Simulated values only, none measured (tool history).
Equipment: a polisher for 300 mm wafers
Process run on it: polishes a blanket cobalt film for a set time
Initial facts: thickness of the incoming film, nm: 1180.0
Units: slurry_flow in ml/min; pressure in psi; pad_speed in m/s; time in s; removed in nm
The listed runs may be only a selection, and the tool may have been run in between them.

run	hour	slurry_flow	pressure	pad_speed	time	removed
1	0	235	1.6	0.84	45	139.88
2	3.8	205	1.6	0.84	45	137.73
3	4.8	255	1.6	0.84	45	140.79
4	6.2	255	1.4	0.84	45	125.2
5	14.5	255	1.3	0.84	45	118.73
6	20.5	255	1.2	0.84	45	109.89
7	25.5	250	1.1	0.84	45	101.14
8	29.3	250	1.1	0.84	45	100.84
9	30.2	250	1.1	0.84	45	101.49
10	35.9	245	1	0.84	45	92.32
11	44.4	235	1	0.84	45	93.87

What will run 12 give?
12	46.9	230	1	0.84	45	?

{"run 12": {"removed": 92.103}}
